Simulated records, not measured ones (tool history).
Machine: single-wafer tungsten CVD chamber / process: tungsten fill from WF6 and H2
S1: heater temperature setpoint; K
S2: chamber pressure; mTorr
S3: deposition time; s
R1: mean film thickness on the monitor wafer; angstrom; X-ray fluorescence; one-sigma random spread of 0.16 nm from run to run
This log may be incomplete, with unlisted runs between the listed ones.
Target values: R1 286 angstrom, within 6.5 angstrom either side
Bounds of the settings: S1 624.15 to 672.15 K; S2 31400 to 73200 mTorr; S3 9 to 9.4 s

run  hour      S1     S2   S3      R1
  1     0  648.15  52300  9.4  196.85
  2   2.5  648.15  59500  9.4  204.49
  3   7.1  638.15  59500  9.4  170.64
  4  14.9  646.15  60100  9.4  200.63
  5  19.3  651.15  60400  9.4  219.77
  6  27.6  645.15  60400  9.4  195.81
  7  33.9  657.15  61700  9.4  245.45
  8  35.2  659.15  61900  9.4  258.13
  9  43.6  661.15  62000  9.4  264.45
 10  46.7  662.15  62100  9.4  267.02
 11  48.3  663.15  62200  9.4  277.24

Of the 5 settings listed for the next run, only one would bring every result within its allowed miss of target. Which one?
  A  49.9  660.15  65800  9.4   ?
  B  49.9  665.15  62400  9.4   ?
  C  49.9  662.15  68700  9.1   ?
  D  49.9  663.15  63800  9.2   ?
  E  49.9  663.15  60300    9   ?

move      R1
   A  268.29
   B  286.73
   C  273.54
   D  273.41
   E  261.48
A: the biggest miss grows against the last run
B: all results in spec
C: the biggest miss grows against the last run
D: the biggest miss grows against the last run
E: the biggest miss grows against the last run
The move that meets every target is B.
